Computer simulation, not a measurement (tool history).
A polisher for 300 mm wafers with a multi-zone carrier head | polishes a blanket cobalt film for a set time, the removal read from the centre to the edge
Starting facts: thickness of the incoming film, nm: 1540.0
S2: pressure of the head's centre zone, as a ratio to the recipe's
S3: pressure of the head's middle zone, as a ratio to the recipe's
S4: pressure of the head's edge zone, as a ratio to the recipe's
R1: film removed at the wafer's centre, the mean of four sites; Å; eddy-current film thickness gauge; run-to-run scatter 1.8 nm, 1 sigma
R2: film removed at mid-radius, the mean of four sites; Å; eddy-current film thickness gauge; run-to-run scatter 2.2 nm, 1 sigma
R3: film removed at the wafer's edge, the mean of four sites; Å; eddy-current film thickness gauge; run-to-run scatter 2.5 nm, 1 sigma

run 1 day=0.000 | flow_of_slurry_(ml/min)=305 S2=1.00 S3=1.00 S4=1.00 polishing_time_(s)=77 | R1=3588.8 R2=3496.4 R3=3553.5
run 2 day=0.267 | flow_of_slurry_(ml/min)=305 S2=1.00 S3=1.00 S4=1.00 polishing_time_(s)=70 | R1=3197.1 R2=3253.1 R3=3183.0
run 3 day=0.608 | flow_of_slurry_(ml/min)=305 S2=1.00 S3=1.00 S4=1.00 polishing_time_(s)=56 | R1=2581.3 R2=2536.0 R3=2592.2
run 4 day=0.829 | flow_of_slurry_(ml/min)=305 S2=1.07 S3=1.00 S4=1.00 polishing_time_(s)=56 | R1=2670.6 R2=2619.1 R3=2586.4
run 5 day=0.912 | flow_of_slurry_(ml/min)=305 S2=1.15 S3=1.00 S4=1.00 polishing_time_(s)=56 | R1=2899.0 R2=2538.0 R3=2543.5
run 6 day=1.133 | flow_of_slurry_(ml/min)=305 S2=1.15 S3=1.00 S4=1.00 polishing_time_(s)=75 | R1=3770.6 R2=3466.0 R3=3457.5
run 7 day=1.292 | flow_of_slurry_(ml/min)=295 S2=1.10 S3=1.01 S4=1.00 polishing_time_(s)=68 | R1=3354.0 R2=3136.5 R3=3120.8
run 8 day=1.650 | flow_of_slurry_(ml/min)=305 S2=1.05 S3=1.00 S4=0.99 polishing_time_(s)=63 | R1=2971.7 R2=2898.0 R3=2914.8
run 9 day=1.738 | flow_of_slurry_(ml/min)=295 S2=0.95 S3=0.98 S4=0.89 polishing_time_(s)=41 | R1=1831.6 R2=1839.2 R3=1769.1

Run 10 has not been measured yet. What should we expect?
run 10 day=1.804 | flow_of_slurry_(ml/min)=295 S2=0.94 S3=0.99 S4=0.91 polishing_time_(s)=41 | R1=? R2=? R3=?

R1: 1791.6 Å
R2: 1879.3 Å
R3: 1797.9 Å
